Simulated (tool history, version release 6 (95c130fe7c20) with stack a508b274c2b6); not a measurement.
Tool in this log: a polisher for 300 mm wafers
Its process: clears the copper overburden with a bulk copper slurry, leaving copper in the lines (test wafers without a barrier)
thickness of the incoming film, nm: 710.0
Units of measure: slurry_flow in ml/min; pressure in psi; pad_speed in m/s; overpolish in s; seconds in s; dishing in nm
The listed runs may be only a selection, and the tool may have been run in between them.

run 1 hour=0.0 | slurry_flow=205 pressure=3.2 pad_speed=1.26 slurry_solids=1.0 overpolish=10 | seconds=50.867 dishing=69.824
run 2 hour=5.5 | slurry_flow=205 pressure=3.4 pad_speed=1.26 slurry_solids=1.0 overpolish=11 | seconds=48.537 dishing=80.120
run 3 hour=13.6 | slurry_flow=205 pressure=3.4 pad_speed=1.14 slurry_solids=1.0 overpolish=11 | seconds=52.801 dishing=76.252
run 4 hour=19.0 | slurry_flow=205 pressure=3.6 pad_speed=1.14 slurry_solids=1.0 overpolish=11 | seconds=50.626 dishing=75.453
run 5 hour=19.5 | slurry_flow=255 pressure=3.6 pad_speed=1.14 slurry_solids=1.0 overpolish=11 | seconds=49.009 dishing=77.784
run 6 hour=21.4 | slurry_flow=255 pressure=3.6 pad_speed=1.14 slurry_solids=0.9 overpolish=11 | seconds=49.526 dishing=78.496
run 7 hour=23.7 | slurry_flow=255 pressure=3.6 pad_speed=1.14 slurry_solids=0.9 overpolish=11 | seconds=49.469 dishing=77.165
run 8 hour=27.6 | slurry_flow=255 pressure=3.8 pad_speed=1.14 slurry_solids=0.9 overpolish=12 | seconds=47.307 dishing=85.468
run 9 hour=30.5 | slurry_flow=255 pressure=4.0 pad_speed=1.14 slurry_solids=0.9 overpolish=12 | seconds=45.465 dishing=87.964

Run 10 is up next; what results do you expect?
run 10 hour=32.5 | slurry_flow=255 pressure=4.1 pad_speed=1.14 slurry_solids=0.9 overpolish=12 | seconds=? dishing=?

seconds: 44.262 s
dishing: 85.361 nm
